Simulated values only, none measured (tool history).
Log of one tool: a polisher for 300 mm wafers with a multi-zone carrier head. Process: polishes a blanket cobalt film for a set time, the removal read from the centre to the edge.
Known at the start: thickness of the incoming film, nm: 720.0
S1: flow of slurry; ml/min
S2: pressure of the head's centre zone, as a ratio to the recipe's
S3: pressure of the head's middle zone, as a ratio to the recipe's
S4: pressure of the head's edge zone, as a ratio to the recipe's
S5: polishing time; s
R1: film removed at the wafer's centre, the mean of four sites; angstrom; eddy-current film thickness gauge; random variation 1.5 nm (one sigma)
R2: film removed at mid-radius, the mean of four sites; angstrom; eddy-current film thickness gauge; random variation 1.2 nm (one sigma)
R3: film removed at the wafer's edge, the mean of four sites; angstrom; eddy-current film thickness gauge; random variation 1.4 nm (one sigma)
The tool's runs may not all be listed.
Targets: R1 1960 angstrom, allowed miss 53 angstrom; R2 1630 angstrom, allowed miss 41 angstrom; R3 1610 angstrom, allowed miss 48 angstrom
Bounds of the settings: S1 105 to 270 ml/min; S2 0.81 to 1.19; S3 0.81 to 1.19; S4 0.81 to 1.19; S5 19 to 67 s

run  hour   S1    S2    S3    S4  S5      R1      R2      R3
  1     0  175     1     1     1  43  2999.9  3122.6  2975.2
  2   7.6  175     1     1  1.03  43  2980.7    3075  2966.1
  3  15.1  165  1.05  0.97  0.98  35  2539.9    2466    2385
  4  23.8  165  1.05  0.97  0.94  35  2550.1  2435.9    2311
  5    29  165  1.05  0.97  0.94  41  2952.3  2907.5  2710.2
  6  34.2  170  1.07  0.93  0.91  35  2558.4  2418.3  2270.5
  7  42.5  170  1.07  0.93  0.91  35  2593.1  2434.4  2314.1
  8  46.1  155  1.09   0.9  0.88  31  2281.8  2064.6  1979.7

Which of these 5 next moves meets every target?
  A  49.7  140  1.01  0.98  0.88  27   ?   ?   ?
  B  49.7  135  1.14  0.85  0.86  26   ?   ?   ?
  C  49.7  190  0.88  1.15  0.81  28   ?   ?   ?
  D  49.7  140  0.96  0.89  0.92  28   ?   ?   ?
  E  49.7  105  1.02  0.81  1.07  28   ?   ?   ?

move      R1      R2      R3
   A  1840.7  1865.8  1722.6
   B  1983.9  1627.7    1638
   C  1744.9  2248.5  1768.6
   D    1815  1816.2  1824.9
   E  1835.5  1639.1  1906.6
A: nearer than the last run, and not there yet
B: meets every target
C: further off than the last run
D: nearer than the last run, and not there yet
E: brings the result that was furthest off to its target, and leaves another outside
Move B is the one to make.

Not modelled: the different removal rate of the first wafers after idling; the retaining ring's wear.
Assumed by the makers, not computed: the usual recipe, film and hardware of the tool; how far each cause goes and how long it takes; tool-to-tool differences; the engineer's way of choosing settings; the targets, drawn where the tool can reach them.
